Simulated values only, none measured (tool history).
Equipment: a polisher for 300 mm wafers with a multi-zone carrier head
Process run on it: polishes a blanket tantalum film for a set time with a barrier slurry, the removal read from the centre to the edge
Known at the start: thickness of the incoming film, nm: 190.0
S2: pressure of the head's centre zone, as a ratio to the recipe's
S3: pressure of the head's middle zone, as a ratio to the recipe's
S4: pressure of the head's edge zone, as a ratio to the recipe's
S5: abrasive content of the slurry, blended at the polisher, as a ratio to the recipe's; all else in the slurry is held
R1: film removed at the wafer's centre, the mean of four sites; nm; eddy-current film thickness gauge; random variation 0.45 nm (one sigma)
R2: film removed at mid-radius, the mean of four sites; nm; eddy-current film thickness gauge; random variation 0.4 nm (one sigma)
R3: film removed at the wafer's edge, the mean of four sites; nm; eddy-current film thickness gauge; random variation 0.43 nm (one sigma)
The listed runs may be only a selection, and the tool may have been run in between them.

run 1 hour=0.0 | flow_of_slurry_(ml/min)=130 S2=1.00 S3=1.00 S4=1.00 S5=1.00 polishing_time_(s)=27 | R1=60.394 R2=57.162 R3=61.504
run 2 hour=0.9 | flow_of_slurry_(ml/min)=130 S2=1.00 S3=1.00 S4=1.04 S5=1.00 polishing_time_(s)=27 | R1=60.569 R2=58.545 R3=63.299
run 3 hour=5.6 | flow_of_slurry_(ml/min)=155 S2=1.00 S3=1.00 S4=1.04 S5=1.00 polishing_time_(s)=27 | R1=61.879 R2=59.583 R3=64.485
run 4 hour=12.5 | flow_of_slurry_(ml/min)=185 S2=1.00 S3=1.00 S4=1.04 S5=1.00 polishing_time_(s)=27 | R1=63.724 R2=62.306 R3=64.770
run 5 hour=20.1 | flow_of_slurry_(ml/min)=185 S2=1.00 S3=1.08 S4=1.04 S5=1.00 polishing_time_(s)=27 | R1=63.207 R2=64.067 R3=64.794
run 6 hour=25.9 | flow_of_slurry_(ml/min)=160 S2=1.03 S3=0.99 S4=1.02 S5=0.85 polishing_time_(s)=26 | R1=58.944 R2=55.348 R3=58.569
run 7 hour=32.4 | flow_of_slurry_(ml/min)=140 S2=1.05 S3=0.93 S4=1.00 S5=0.75 polishing_time_(s)=26 | R1=56.538 R2=50.182 R3=55.431
run 8 hour=34.9 | flow_of_slurry_(ml/min)=130 S2=1.06 S3=0.89 S4=0.97 S5=0.70 polishing_time_(s)=26 | R1=55.837 R2=46.012 R3=52.782

What will run 9 give?
run 9 hour=41.1 | flow_of_slurry_(ml/min)=120 S2=1.05 S3=0.88 S4=0.95 S5=0.70 polishing_time_(s)=26 | R1=? R2=? R3=?

For run 9 the tool returned R1 54.918 nm, R2 45.220 nm, R3 51.770 nm.

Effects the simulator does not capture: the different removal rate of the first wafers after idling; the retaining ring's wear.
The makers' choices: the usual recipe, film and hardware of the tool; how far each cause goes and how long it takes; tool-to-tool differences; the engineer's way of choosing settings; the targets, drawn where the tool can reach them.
